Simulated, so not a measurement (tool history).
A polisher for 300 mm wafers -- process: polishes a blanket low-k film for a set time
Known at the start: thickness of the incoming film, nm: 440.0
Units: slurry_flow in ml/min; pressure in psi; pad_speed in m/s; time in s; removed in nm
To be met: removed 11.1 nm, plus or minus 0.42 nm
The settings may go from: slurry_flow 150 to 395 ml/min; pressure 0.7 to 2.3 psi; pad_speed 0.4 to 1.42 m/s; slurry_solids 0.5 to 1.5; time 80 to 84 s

| run | hour | slurry_flow | pressure | pad_speed | slurry_solids | time | removed |
|---|---|---|---|---|---|---|---|
| 1 | 0 | 250 | 1.5 | 0.9 | 1 | 80 | 19.367 |
| 2 | 3.2 | 250 | 1.5 | 0.9 | 0.8 | 80 | 17.432 |
| 3 | 12 | 305 | 1.5 | 0.9 | 0.8 | 80 | 17.43 |
| 4 | 16.7 | 305 | 1.3 | 0.9 | 0.8 | 80 | 16.163 |
| 5 | 19.3 | 305 | 1.2 | 0.88 | 0.8 | 80 | 15.041 |
| 6 | 25.6 | 305 | 1.2 | 0.88 | 0.95 | 80 | 16.549 |
| 7 | 31.8 | 305 | 1.1 | 0.84 | 0.95 | 80 | 15.046 |
| 8 | 39.6 | 305 | 1 | 0.82 | 0.95 | 80 | 14.489 |
| 9 | 46.3 | 300 | 0.7 | 0.64 | 0.95 | 80 | 9.9142 |
| 10 | 55.2 | 305 | 0.7 | 0.64 | 0.95 | 80 | 10.012 |
| 11 | 59.4 | 310 | 0.7 | 0.64 | 0.95 | 80 | 9.9246 |

Consider the 5 candidate settings below. Which is the only one whose results all fall within their allowed miss of target?
| A | 63.6 | 275 | 0.7 | 0.72 | 1.1 | 83 | ? |
| B | 63.6 | 325 | 0.8 | 0.6 | 0.9 | 80 | ? |
| C | 63.6 | 385 | 0.8 | 0.58 | 1 | 84 | ? |
| D | 63.6 | 240 | 0.7 | 0.56 | 1.2 | 83 | ? |
| E | 63.6 | 315 | 0.7 | 0.58 | 1.05 | 83 | ? |

| move | removed |
|---|---|
| A | 12.186 |
| B | 10.231 |
| C | 11.173 |
| D | 10.431 |
| E | 10.395 |
A: takes the biggest miss from the last run beyond its target
B: closer than the last run, but not yet in spec
C: every result lands within tolerance
D: closer than the last run, but not yet in spec
E: closer than the last run, but not yet in spec
C meets every target.
